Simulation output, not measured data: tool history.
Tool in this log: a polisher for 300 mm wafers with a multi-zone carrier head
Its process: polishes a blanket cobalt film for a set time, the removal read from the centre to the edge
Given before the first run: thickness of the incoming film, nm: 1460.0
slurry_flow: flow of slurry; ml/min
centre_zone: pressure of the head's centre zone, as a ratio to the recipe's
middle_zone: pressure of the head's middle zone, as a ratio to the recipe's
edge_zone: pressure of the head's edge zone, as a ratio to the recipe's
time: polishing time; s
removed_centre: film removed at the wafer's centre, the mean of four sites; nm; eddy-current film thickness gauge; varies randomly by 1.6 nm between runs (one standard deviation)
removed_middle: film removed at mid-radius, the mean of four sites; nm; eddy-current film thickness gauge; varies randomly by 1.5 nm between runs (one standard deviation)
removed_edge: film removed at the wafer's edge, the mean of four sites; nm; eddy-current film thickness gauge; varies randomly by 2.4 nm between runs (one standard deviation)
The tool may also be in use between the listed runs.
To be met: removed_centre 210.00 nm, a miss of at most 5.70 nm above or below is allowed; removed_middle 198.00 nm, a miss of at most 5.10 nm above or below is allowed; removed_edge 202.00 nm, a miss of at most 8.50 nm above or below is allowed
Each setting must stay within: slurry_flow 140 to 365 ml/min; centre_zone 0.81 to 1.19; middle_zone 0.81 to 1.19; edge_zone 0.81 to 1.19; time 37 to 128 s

run,day,slurry_flow,centre_zone,middle_zone,edge_zone,time,removed_centre,removed_middle,removed_edge
1,0.000,235,1.00,1.00,1.00,82,333.37,332.95,335.47
2,0.192,235,1.00,1.05,1.00,82,335.71,347.39,337.90
3,0.225,235,1.00,1.05,1.00,70,287.59,294.00,282.93
4,0.317,280,1.00,1.05,1.00,70,290.26,300.00,294.81
5,0.408,255,0.98,0.99,0.95,65,261.40,265.76,260.40
6,0.717,255,0.98,0.99,0.95,44,174.74,178.77,176.56
7,0.917,280,1.01,1.00,0.97,45,190.88,187.05,185.86
8,1.179,295,1.02,1.01,0.98,45,192.51,189.77,181.31
9,1.542,235,1.05,0.99,1.02,53,226.26,211.20,217.79
10,1.717,235,1.04,0.97,0.99,53,225.61,211.77,220.56
11,1.858,245,1.04,0.96,0.97,52,220.87,203.71,209.59
12,2.183,245,1.03,0.95,0.96,52,222.64,204.19,210.03
13,2.308,245,1.02,0.95,0.95,52,219.57,204.18,206.20

Which one of the following 4 next-run settings gets every result inside its allowed miss? There is exactly one.
A,2.433,270,1.02,0.95,0.94,50,?,?,?
B,2.433,235,0.97,0.98,0.93,52,?,?,?
C,2.433,245,1.05,1.04,0.88,50,?,?,?
D,2.433,260,1.06,0.92,0.83,54,?,?,?

move,removed_centre,removed_middle,removed_edge
A,211.28,196.42,205.61
B,205.01,206.19,209.98
C,214.89,209.53,197.62
D,236.00,205.61,209.55
A: meets every target
B: the worst result of the last run now meets its target, but another is out of spec
C: the worst result of the last run now meets its target, but another is out of spec
D: misses by more than the last run did
So the answer is move A, the one that meets all the targets.
